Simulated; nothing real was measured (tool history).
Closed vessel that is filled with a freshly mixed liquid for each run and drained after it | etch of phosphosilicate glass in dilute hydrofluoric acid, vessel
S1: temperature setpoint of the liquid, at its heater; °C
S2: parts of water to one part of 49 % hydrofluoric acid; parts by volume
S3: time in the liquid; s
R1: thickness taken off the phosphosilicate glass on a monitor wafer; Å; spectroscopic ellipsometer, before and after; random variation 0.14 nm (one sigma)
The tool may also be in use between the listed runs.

run 1 hour=0 | S1=21 S2=285 S3=165 | R1=228.33
run 2 hour=7.3 | S1=23 S2=265 S3=165 | R1=269.68
run 3 hour=16.2 | S1=20 S2=265 S3=165 | R1=240.88
run 4 hour=19.2 | S1=22 S2=265 S3=165 | R1=259.05
run 5 hour=25.2 | S1=22 S2=355 S3=165 | R1=178.99
run 6 hour=28.9 | S1=18.5 S2=355 S3=165 | R1=157.64
-- hour=36.6 thermometer replaced
run 7 hour=36.6 | S1=21 S2=320 S3=165 | R1=205.51

The next listed run, before its measurement:
run 8 hour=37.9 | S1=23 S2=290 S3=165 | R1=?

{"run 8": {"R1": 250.07}}
